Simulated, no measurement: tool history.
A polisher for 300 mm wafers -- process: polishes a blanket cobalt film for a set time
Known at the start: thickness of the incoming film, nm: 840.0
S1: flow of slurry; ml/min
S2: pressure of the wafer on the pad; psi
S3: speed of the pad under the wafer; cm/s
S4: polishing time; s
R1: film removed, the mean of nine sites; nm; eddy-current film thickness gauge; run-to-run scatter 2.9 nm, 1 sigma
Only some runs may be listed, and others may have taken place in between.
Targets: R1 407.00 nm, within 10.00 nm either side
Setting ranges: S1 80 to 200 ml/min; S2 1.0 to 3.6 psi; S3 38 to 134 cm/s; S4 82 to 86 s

run,day,S1,S2,S3,S4,R1
1,0.000,130,2.3,86,82,472.67
2,0.104,130,2.3,86,86,498.91
3,0.417,125,2.2,86,86,467.41
4,0.562,125,2.2,106,86,584.33
5,0.758,125,2.2,106,82,547.90
6,0.954,120,2.1,106,82,514.97
7,1.321,115,2.0,106,82,497.24
8,1.383,110,1.9,106,82,464.41
9,1.650,105,1.9,106,82,455.48
10,1.842,100,1.9,106,82,451.70
11,1.992,90,1.8,106,82,420.25

Pick the move, out of 5, that brings all results within their allowed miss; only one does.
A,2.142,90,1.4,134,86,?
B,2.142,110,1.7,104,86,?
C,2.142,95,1.7,106,83,?
D,2.142,80,2.1,98,83,?
E,2.142,95,1.9,104,83,?

move,R1
A,436.13
B,427.00
C,405.64
D,437.17
E,441.58
A: misses by more than the last run did
B: misses by more than the last run did
C: hits every target within its allowed miss
D: misses by more than the last run did
E: misses by more than the last run did
C is the move that brings every result within its allowed miss.
